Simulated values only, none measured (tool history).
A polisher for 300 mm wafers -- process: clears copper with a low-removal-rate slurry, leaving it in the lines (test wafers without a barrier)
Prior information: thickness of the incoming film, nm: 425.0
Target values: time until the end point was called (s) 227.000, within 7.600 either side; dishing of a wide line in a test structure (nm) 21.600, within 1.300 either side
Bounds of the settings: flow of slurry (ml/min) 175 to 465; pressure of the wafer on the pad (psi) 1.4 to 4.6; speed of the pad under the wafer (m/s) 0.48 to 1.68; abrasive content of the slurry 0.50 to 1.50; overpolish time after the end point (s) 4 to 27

| run | day | flow of slurry (ml/min) | pressure of the wafer on the pad (psi) | speed of the pad under the wafer (m/s) | abrasive content of the slurry | overpolish time after the end point (s) | time until the end point was called (s) | dishing of a wide line in a test structure (nm) |
|---|---|---|---|---|---|---|---|---|
| 1 | 0.000 | 295 | 3.0 | 1.08 | 1.00 | 14 | 114.490 | 37.980 |
| 2 | 0.375 | 295 | 3.0 | 1.08 | 0.90 | 14 | 116.020 | 36.858 |
| 3 | 0.471 | 295 | 3.0 | 1.32 | 0.90 | 14 | 95.544 | 44.032 |
| 4 | 0.667 | 290 | 2.5 | 1.20 | 0.90 | 14 | 122.050 | 35.328 |
| 5 | 0.850 | 290 | 2.2 | 1.10 | 0.90 | 14 | 144.730 | 30.499 |
| 6 | 1.058 | 290 | 2.0 | 1.02 | 0.90 | 14 | 165.080 | 27.615 |
| 7 | 1.175 | 290 | 1.8 | 0.98 | 0.90 | 14 | 184.800 | 24.318 |
| 8 | 1.217 | 290 | 1.7 | 0.96 | 0.90 | 14 | 193.590 | 23.055 |
| 9 | 1.521 | 285 | 1.4 | 0.88 | 0.90 | 16 | 244.070 | 21.597 |
| 10 | 1.746 | 290 | 1.4 | 0.88 | 0.90 | 16 | 246.770 | 21.468 |

Next run, 5 choices. One meets every target within its allowed miss, the rest don't. Which?
| A | 1.971 | 340 | 2.0 | 0.78 | 0.85 | 14 | ? | ? |
| B | 1.971 | 275 | 1.4 | 0.86 | 0.90 | 17 | ? | ? |
| C | 1.971 | 370 | 2.0 | 0.74 | 0.80 | 15 | ? | ? |
| D | 1.971 | 290 | 1.5 | 0.84 | 0.90 | 17 | ? | ? |
| E | 1.971 | 260 | 1.6 | 0.98 | 0.85 | 16 | ? | ? |

| move | time until the end point was called (s) | dishing of a wide line in a test structure (nm) |
|---|---|---|
| A | 215.930 | 21.405 |
| B | 248.170 | 22.316 |
| C | 228.590 | 21.639 |
| D | 242.430 | 22.822 |
| E | 204.660 | 25.174 |
A: pushes the last run's worst result past its target
B: the biggest miss grows against the last run
C: all results land within tolerance of their targets
D: gains on the last run, yet a result remains outside its allowed miss
E: pushes the last run's worst result past its target
C meets every target.
